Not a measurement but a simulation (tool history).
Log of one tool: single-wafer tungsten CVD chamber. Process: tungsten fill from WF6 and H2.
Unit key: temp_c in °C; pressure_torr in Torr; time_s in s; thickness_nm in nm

run	hour	temp_c	pressure_torr	time_s	thickness_nm
1	0.0	375	34.3	13.3	27.278
2	4.1	381	34.3	13.3	31.375
3	8.1	381	34.3	13.3	31.376
4	11.0	372	34.3	13.3	25.424
5	15.8	376	34.4	13.3	27.893
6	19.8	379	34.5	13.3	30.197
7	24.2	381	34.5	13.3	31.570
8	26.5	383	34.5	13.3	33.118
9	27.1	385	34.5	13.3	34.465
10	29.2	386	34.5	13.3	35.257

Run 11 is up next; what results do you expect?
11	30.9	387	34.5	13.3	?

thickness_nm: 36.015 nm
